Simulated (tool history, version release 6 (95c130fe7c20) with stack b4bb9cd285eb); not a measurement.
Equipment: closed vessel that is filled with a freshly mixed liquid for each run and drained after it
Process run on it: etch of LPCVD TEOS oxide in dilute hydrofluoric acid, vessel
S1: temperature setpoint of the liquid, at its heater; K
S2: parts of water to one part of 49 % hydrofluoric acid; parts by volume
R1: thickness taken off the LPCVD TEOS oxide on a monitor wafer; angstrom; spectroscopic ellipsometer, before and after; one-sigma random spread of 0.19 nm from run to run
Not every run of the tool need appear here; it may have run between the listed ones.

run 1 hour=0 | S1=296.15 S2=245 time_in_the_liquid_(s)=115 | R1=220.51
run 2 hour=6.3 | S1=296.15 S2=205 time_in_the_liquid_(s)=115 | R1=277.56
run 3 hour=8.3 | S1=293.65 S2=205 time_in_the_liquid_(s)=115 | R1=251.79
run 4 hour=10.9 | S1=293.65 S2=205 time_in_the_liquid_(s)=115 | R1=252.68
run 5 hour=13.7 | S1=296.15 S2=200 time_in_the_liquid_(s)=115 | R1=286.93
run 6 hour=22.2 | S1=296.15 S2=200 time_in_the_liquid_(s)=115 | R1=286.08
run 7 hour=26 | S1=297.65 S2=200 time_in_the_liquid_(s)=115 | R1=301.23

Run 8, settings as shown, results not yet in. Your forecast:
run 8 hour=33.2 | S1=297.65 S2=200 time_in_the_liquid_(s)=115 | R1=?

R1: 301.98 angstrom
